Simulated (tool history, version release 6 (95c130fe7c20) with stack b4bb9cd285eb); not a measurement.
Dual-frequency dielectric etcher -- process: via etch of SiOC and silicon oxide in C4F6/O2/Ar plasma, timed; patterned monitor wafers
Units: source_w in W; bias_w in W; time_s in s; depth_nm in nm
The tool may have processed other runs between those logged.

run  hour  source_w  bias_w  time_s  depth_nm
  1     0       400     235      94    124.03
  2     9       380     232      94    119.95
  3  14.3       380     257      94    126.23
  4    15       360     253      94    121.86
  5  21.9       340     251      94    118.35
  6  29.2       330     250      94    117.04
  7  33.9       320     249      94    114.04
  8  42.2       320     249      94     114.6
  9  50.1       310     249      94     113.1
 10  52.2       300     249      94    110.77
 11  57.9       300     249      94    110.97
 12  60.6       290     249      94    109.49

Run 13 comes next. What will it give?
 13  66.5       240     246      94         ?

depth_nm: 97.819 nm

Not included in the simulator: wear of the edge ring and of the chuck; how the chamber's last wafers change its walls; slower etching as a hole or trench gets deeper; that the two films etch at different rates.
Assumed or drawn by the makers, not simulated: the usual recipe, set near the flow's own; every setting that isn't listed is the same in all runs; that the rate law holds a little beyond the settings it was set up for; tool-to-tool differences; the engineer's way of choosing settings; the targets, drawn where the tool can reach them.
